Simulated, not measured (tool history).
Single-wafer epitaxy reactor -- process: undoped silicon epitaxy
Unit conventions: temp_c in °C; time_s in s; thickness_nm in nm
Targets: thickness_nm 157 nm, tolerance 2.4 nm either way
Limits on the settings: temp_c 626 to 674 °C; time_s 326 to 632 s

Run 1, day 0: temp_c 650 °C, time_s 479 s. Result: thickness_nm 76.525 nm.
Run 2, day 0.038: temp_c 659 °C, time_s 479 s. Result: thickness_nm 95.943 nm.
Run 3, day 0.208: temp_c 659 °C, time_s 519 s. Result: thickness_nm 103.82 nm.
Run 4, day 0.475: temp_c 663 °C, time_s 526 s. Result: thickness_nm 115.52 nm.
Run 5, day 0.604: temp_c 670 °C, time_s 526 s. Result: thickness_nm 136.69 nm.
Run 6, day 0.883: temp_c 671 °C, time_s 532 s. Result: thickness_nm 141.75 nm.
Run 7, day 1.15: temp_c 671 °C, time_s 532 s. Result: thickness_nm 141.19 nm.
Run 8, day 1.304: temp_c 672 °C, time_s 537 s. Result: thickness_nm 146.01 nm.
Run 9, day 1.396: temp_c 673 °C, time_s 540 s. Result: thickness_nm 151.27 nm.

5 next moves are on the table. One of them brings every result within its allowed miss. Which?
Run A, day 1.488: temp_c 668 °C, time_s 570 s. Result: thickness_nm ?.
Run B, day 1.488: temp_c 673 °C, time_s 583 s. Result: thickness_nm ?.
Run C, day 1.488: temp_c 668 °C, time_s 576 s. Result: thickness_nm ?.
Run D, day 1.488: temp_c 673 °C, time_s 590 s. Result: thickness_nm ?.
Run E, day 1.488: temp_c 670 °C, time_s 608 s. Result: thickness_nm ?.

move  thickness_nm
   A        141.67
   B        163.08
   C        143.17
   D        165.03
   E        158.46
A: its largest miss is bigger than the last run's
B: the result that was furthest off in the last run now lies on the other side of its target
C: its largest miss is bigger than the last run's
D: the result that was furthest off in the last run now lies on the other side of its target
E: all results land within tolerance of their targets
Answer: E
